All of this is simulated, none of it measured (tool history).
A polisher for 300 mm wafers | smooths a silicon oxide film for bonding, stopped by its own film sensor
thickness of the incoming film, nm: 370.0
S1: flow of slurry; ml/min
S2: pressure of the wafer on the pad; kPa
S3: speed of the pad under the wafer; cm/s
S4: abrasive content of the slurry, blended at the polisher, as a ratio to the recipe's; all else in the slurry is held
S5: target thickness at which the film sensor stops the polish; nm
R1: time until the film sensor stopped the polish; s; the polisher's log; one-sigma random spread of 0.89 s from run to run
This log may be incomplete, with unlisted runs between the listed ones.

Run 1, hour 0.0: S1 155 ml/min, S2 16.5 kPa, S3 104 cm/s, S4 1.00, S5 337 nm. Result: R1 46.436 s.
Run 2, hour 1.5: S1 155 ml/min, S2 16.5 kPa, S3 104 cm/s, S4 1.15, S5 337 nm. Result: R1 45.399 s.
Run 3, hour 6.9: S1 150 ml/min, S2 13.8 kPa, S3 102 cm/s, S4 1.15, S5 337 nm. Result: R1 53.040 s.
Run 4, hour 15.6: S1 150 ml/min, S2 11.7 kPa, S3 98 cm/s, S4 1.15, S5 337 nm. Result: R1 61.048 s.
Run 5, hour 18.5: S1 145 ml/min, S2 10.3 kPa, S3 96 cm/s, S4 1.15, S5 337 nm. Result: R1 67.903 s.
Run 6, hour 25.2: S1 170 ml/min, S2 10.3 kPa, S3 96 cm/s, S4 1.15, S5 337 nm. Result: R1 66.052 s.
Run 7, hour 29.8: S1 170 ml/min, S2 10.3 kPa, S3 96 cm/s, S4 1.15, S5 337 nm. Result: R1 66.935 s.

Forecast run 8:
Run 8, hour 33.4: S1 170 ml/min, S2 10.3 kPa, S3 96 cm/s, S4 1.15, S5 337 nm. Result: R1 ?.

{"run 8": {"R1": 65.415}}
